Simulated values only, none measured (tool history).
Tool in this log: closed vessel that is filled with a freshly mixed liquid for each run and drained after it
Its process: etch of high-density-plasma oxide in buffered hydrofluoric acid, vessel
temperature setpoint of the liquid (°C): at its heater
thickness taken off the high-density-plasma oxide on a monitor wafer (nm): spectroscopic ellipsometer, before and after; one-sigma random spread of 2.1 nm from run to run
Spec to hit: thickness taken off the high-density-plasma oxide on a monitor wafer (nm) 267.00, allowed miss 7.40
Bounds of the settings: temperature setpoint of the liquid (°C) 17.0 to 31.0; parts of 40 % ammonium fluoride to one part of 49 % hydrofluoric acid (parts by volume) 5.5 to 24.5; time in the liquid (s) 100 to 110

run	hour	temperature setpoint of the liquid (°C)	parts of 40 % ammonium fluoride to one part of 49 % hydrofluoric acid (parts by volume)	time in the liquid (s)	thickness taken off the high-density-plasma oxide on a monitor wafer (nm)
1	0.0	23.0	15.0	100	148.05
2	3.6	23.0	15.0	100	147.45
3	9.3	24.5	14.5	100	164.15
4	10.4	25.5	14.0	100	177.11
5	11.8	27.5	14.0	100	201.41
6	16.6	28.0	13.5	100	215.11
7	19.1	28.5	13.5	100	218.77
8	26.6	29.0	13.5	100	226.34
9	29.9	29.5	13.5	100	229.22
10	38.1	29.5	13.5	100	231.88

Consider the 4 candidate settings below. Which is the only one whose results all fall within their allowed miss of target?
A	46.3	29.5	13.5	110	?
B	46.3	29.0	12.5	110	?
C	46.3	29.5	12.5	100	?
D	46.3	30.0	13.0	100	?

move	thickness taken off the high-density-plasma oxide on a monitor wafer (nm)
A	254.18
B	266.91
C	249.13
D	246.15
A: moves toward the targets from the last run without getting all of them in spec
B: in spec on every target
C: moves toward the targets from the last run without getting all of them in spec
D: moves toward the targets from the last run without getting all of them in spec
The move that meets every target is B.
